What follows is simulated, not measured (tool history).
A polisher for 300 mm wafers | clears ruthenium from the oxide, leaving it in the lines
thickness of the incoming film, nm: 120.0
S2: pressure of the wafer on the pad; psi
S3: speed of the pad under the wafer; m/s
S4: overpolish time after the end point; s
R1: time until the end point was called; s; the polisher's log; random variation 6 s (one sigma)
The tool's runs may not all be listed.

run 1 hour=0.0 | flow_of_slurry_(ml/min)=260 S2=1.7 S3=1.28 S4=10 | R1=118.76
run 2 hour=5.9 | flow_of_slurry_(ml/min)=255 S2=1.4 S3=1.08 S4=10 | R1=166.83
run 3 hour=10.9 | flow_of_slurry_(ml/min)=255 S2=1.4 S3=0.96 S4=10 | R1=185.02
run 4 hour=18.0 | flow_of_slurry_(ml/min)=255 S2=1.4 S3=0.76 S4=10 | R1=234.76
run 5 hour=22.7 | flow_of_slurry_(ml/min)=255 S2=1.4 S3=1.06 S4=10 | R1=175.25
run 6 hour=27.8 | flow_of_slurry_(ml/min)=255 S2=1.4 S3=1.06 S4=8 | R1=170.46
run 7 hour=33.0 | flow_of_slurry_(ml/min)=255 S2=1.2 S3=0.94 S4=8 | R1=219.06
run 8 hour=40.1 | flow_of_slurry_(ml/min)=250 S2=0.8 S3=0.68 S4=8 | R1=461.36

Forecast run 9:
run 9 hour=44.2 | flow_of_slurry_(ml/min)=250 S2=0.9 S3=0.68 S4=8 | R1=?

Run 9 gave R1 399.90 s.
